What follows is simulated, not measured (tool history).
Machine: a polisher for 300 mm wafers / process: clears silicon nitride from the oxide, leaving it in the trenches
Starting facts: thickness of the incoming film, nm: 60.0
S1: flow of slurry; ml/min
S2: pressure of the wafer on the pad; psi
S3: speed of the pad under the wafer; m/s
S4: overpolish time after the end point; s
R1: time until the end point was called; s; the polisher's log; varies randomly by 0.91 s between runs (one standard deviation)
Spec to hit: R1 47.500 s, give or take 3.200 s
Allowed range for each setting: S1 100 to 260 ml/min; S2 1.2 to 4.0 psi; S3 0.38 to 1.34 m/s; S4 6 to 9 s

run,hour,S1,S2,S3,S4,R1
1,0.0,165,2.6,0.86,9,95.594
2,3.2,165,2.6,0.86,9,98.388
3,11.4,165,2.9,0.90,9,81.459
4,14.6,165,2.3,0.90,9,104.420
5,22.6,165,2.6,0.92,9,90.617
6,25.5,165,2.9,0.94,9,78.948
7,30.9,165,3.1,0.96,9,73.869
8,32.8,165,3.3,0.98,9,67.647
9,41.5,165,3.4,1.00,9,61.723
10,47.0,165,3.5,1.00,9,63.278
11,51.1,165,3.6,1.02,9,59.269
12,54.9,165,3.7,1.04,9,57.564
13,63.9,165,3.8,1.06,9,53.690

Which of these 4 next moves meets every target?
A,72.9,175,3.4,1.10,7,?
B,72.9,140,3.7,1.10,9,?
C,72.9,145,3.5,1.20,6,?
D,72.9,140,3.6,1.32,8,?

move,R1
A,58.014
B,55.681
C,53.619
D,47.871
A: further off than the last run
B: further off than the last run
C: neither nearer nor further off than the last run
D: every result within its allowed miss
The move that meets every target is D.
